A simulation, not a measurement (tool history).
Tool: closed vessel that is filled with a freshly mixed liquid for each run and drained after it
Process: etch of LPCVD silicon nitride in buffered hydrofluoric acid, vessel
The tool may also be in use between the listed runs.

run	day	temperature setpoint of the liquid (C)	parts of 40 % ammonium fluoride to one part of 49 % hydrofluoric acid (parts by volume)	time in the liquid (s)	thickness taken off the LPCVD silicon nitride on a monitor wafer (angstrom)
1	0	21	17.5	930	61.412
2	0.096	21	17.5	725	48.291
3	0.475	21	17.5	930	61.959
4	0.842	23	16	930	76.59
5	1.162	23	16	930	74.237
6	1.383	23	11.5	930	105.69
7	1.742	23.5	11.5	930	107.82
8	1.904	24	11.5	930	110.26

Run 9 comes next. What will it give?
9	1.962	24	11.5	930	?

{"run 9": {"thickness taken off the LPCVD silicon nitride on a monitor wafer (angstrom)": 110.41}}
